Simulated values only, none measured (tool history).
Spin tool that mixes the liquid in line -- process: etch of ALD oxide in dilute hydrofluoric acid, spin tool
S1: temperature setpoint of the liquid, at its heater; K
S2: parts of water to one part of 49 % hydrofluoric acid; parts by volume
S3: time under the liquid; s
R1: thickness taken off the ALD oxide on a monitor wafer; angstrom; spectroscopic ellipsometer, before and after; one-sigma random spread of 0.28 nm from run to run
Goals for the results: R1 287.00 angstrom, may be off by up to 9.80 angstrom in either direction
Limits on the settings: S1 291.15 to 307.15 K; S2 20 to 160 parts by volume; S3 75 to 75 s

| run | day | S1 | S2 | S3 | R1 |
|---|---|---|---|---|---|
| 1 | 0.000 | 299.15 | 90 | 75 | 97.53 |
| 2 | 0.029 | 299.15 | 90 | 75 | 99.17 |
| 3 | 0.175 | 301.65 | 70 | 75 | 145.43 |
| 4 | 0.508 | 303.65 | 70 | 75 | 157.58 |
| 5 | 0.775 | 304.65 | 60 | 75 | 194.43 |
| 6 | 0.967 | 305.65 | 55 | 75 | 220.13 |
| 7 | 1.225 | 306.15 | 50 | 75 | 247.53 |
| 8 | 1.542 | 306.65 | 50 | 75 | 259.28 |

Next run, 5 choices. One meets every target within its allowed miss, the rest don't. Which?
| A | 1.858 | 307.15 | 55 | 75 | ? |
| B | 1.858 | 304.65 | 50 | 75 | ? |
| C | 1.858 | 305.15 | 55 | 75 | ? |
| D | 1.858 | 307.15 | 50 | 75 | ? |
| E | 1.858 | 306.65 | 45 | 75 | ? |

| move | R1 |
|---|---|
| A | 233.46 |
| B | 235.28 |
| C | 216.33 |
| D | 258.98 |
| E | 284.71 |
A: further off than the last run
B: further off than the last run
C: further off than the last run
D: roughly where the last run was
E: every result within its allowed miss
So the answer is move E, the one that meets all the targets.
